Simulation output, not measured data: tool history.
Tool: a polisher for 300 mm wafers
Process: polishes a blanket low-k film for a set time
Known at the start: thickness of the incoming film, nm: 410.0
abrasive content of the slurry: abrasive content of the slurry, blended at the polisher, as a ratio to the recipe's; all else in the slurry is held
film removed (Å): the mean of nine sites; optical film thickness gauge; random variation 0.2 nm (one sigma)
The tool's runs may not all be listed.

run,hour,flow of slurry (ml/min),pressure of the wafer on the pad (kPa),speed of the pad under the wafer (m/s),abrasive content of the slurry,polishing time (s),film removed (Å)
1,0,155,17.2,0.76,1,35,154.82
2,7.7,155,17.2,0.64,1,35,137.81
3,12.3,160,18.6,0.64,1,35,150.64
4,17,165,20,0.64,1,35,159.51
5,21.6,165,21.4,0.64,1,35,171.95
6,25.9,165,22.1,0.64,1,35,175.92
7,28.6,170,22.8,0.64,1,35,185.99
8,36.5,175,23.4,0.64,1,35,186.91
9,44.1,175,24.1,0.64,1,35,195.55

Forecast run 10:
10,51.6,175,24.8,0.64,1,35,?

film removed (Å): 201.16
